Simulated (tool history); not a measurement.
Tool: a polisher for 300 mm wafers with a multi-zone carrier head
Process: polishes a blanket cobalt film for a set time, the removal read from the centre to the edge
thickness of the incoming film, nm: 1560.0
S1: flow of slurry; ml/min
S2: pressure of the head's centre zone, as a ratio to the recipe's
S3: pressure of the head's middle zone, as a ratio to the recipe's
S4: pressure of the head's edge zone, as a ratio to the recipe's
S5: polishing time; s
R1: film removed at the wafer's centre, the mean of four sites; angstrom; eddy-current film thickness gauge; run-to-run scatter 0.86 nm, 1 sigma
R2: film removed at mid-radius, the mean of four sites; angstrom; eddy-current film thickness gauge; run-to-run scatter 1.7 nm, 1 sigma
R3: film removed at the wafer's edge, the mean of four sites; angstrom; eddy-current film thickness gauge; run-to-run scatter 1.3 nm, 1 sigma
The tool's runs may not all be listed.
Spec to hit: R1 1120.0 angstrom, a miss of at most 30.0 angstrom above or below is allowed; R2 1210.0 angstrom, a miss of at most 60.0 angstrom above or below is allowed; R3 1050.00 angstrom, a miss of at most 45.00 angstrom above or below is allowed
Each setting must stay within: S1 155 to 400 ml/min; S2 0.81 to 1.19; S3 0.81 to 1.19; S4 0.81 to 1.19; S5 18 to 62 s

| run | hour | S1 | S2 | S3 | S4 | S5 | R1 | R2 | R3 |
|---|---|---|---|---|---|---|---|---|---|
| 1 | 0.0 | 255 | 1.00 | 1.00 | 1.00 | 40 | 1428.2 | 1408.3 | 1420.40 |
| 2 | 3.0 | 255 | 0.99 | 1.01 | 0.97 | 38 | 1361.3 | 1361.4 | 1342.50 |
| 3 | 8.1 | 255 | 0.98 | 1.02 | 0.94 | 36 | 1275.5 | 1298.9 | 1237.10 |
| 4 | 10.9 | 255 | 0.98 | 1.02 | 0.86 | 36 | 1269.8 | 1269.5 | 1203.50 |
| 5 | 18.5 | 255 | 0.98 | 1.04 | 0.85 | 35 | 1233.8 | 1273.0 | 1156.90 |
| 6 | 22.4 | 250 | 0.98 | 1.05 | 0.84 | 34 | 1213.3 | 1239.0 | 1129.30 |
| 7 | 28.4 | 250 | 0.97 | 1.06 | 0.83 | 34 | 1205.9 | 1280.2 | 1127.30 |
| 8 | 34.1 | 225 | 0.96 | 1.06 | 0.81 | 31 | 1061.7 | 1150.4 | 1013.00 |
| 9 | 40.1 | 235 | 0.96 | 1.06 | 0.81 | 31 | 1074.5 | 1165.0 | 982.30 |
| 10 | 41.4 | 240 | 0.96 | 1.06 | 0.83 | 31 | 1073.5 | 1153.0 | 1018.50 |
| 11 | 46.3 | 245 | 0.96 | 1.07 | 0.83 | 31 | 1073.2 | 1180.6 | 1012.10 |

4 candidate next runs follow, results not yet known. Just one meets every target within its allowed miss. Identify it.
| A | 51.2 | 265 | 1.00 | 1.09 | 0.89 | 31 | ? | ? | ? |
| B | 51.2 | 305 | 0.96 | 1.18 | 0.88 | 29 | ? | ? | ? |
| C | 51.2 | 200 | 0.92 | 1.16 | 0.87 | 31 | ? | ? | ? |
| D | 51.2 | 300 | 1.07 | 1.19 | 0.81 | 29 | ? | ? | ? |

| move | R1 | R2 | R3 |
|---|---|---|---|
| A | 1129.2 | 1178.8 | 1039.10 |
| B | 1043.6 | 1199.4 | 977.43 |
| C | 1016.7 | 1195.0 | 996.94 |
| D | 1128.9 | 1205.8 | 940.67 |
A: all results in spec
B: misses by more than the last run did
C: misses by more than the last run did
D: the worst result of the last run now meets its target, but another is out of spec
Move A is the one to make.
